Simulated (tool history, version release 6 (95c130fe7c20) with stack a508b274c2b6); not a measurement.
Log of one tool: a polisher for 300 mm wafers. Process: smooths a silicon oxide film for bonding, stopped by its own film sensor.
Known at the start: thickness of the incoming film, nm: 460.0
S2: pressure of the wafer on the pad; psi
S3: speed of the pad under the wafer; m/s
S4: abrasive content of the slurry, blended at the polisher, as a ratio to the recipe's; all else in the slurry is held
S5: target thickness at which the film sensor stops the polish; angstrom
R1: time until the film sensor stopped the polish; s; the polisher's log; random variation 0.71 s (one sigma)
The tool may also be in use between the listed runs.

Run 1, hour 0: flow of slurry (ml/min) 280, S2 2.1 psi, S3 1.06 m/s, S4 1, S5 4160 angstrom. Result: R1 64.036 s.
Run 2, hour 4.5: flow of slurry (ml/min) 280, S2 2.1 psi, S3 0.8 m/s, S4 1, S5 4160 angstrom. Result: R1 84.495 s.
Run 3, hour 5.1: flow of slurry (ml/min) 280, S2 1.9 psi, S3 0.8 m/s, S4 1, S5 4160 angstrom. Result: R1 90.66 s.
Run 4, hour 12.9: flow of slurry (ml/min) 280, S2 2 psi, S3 0.84 m/s, S4 1, S5 4160 angstrom. Result: R1 86.007 s.
At hour 13.6: head pressure recalibrated.
Run 5, hour 13.6: flow of slurry (ml/min) 280, S2 2.1 psi, S3 0.88 m/s, S4 1, S5 4160 angstrom. Result: R1 69.538 s.
Run 6, hour 19.2: flow of slurry (ml/min) 280, S2 2.1 psi, S3 0.88 m/s, S4 1.1, S5 4160 angstrom. Result: R1 69.759 s.
Run 7, hour 27.4: flow of slurry (ml/min) 280, S2 2.2 psi, S3 0.88 m/s, S4 1.1, S5 4160 angstrom. Result: R1 67.058 s.

The next listed run, before its measurement:
Run 8, hour 30.6: flow of slurry (ml/min) 280, S2 2.8 psi, S3 1.1 m/s, S4 1.15, S5 4170 angstrom. Result: R1 ?.

R1: 41.39 s
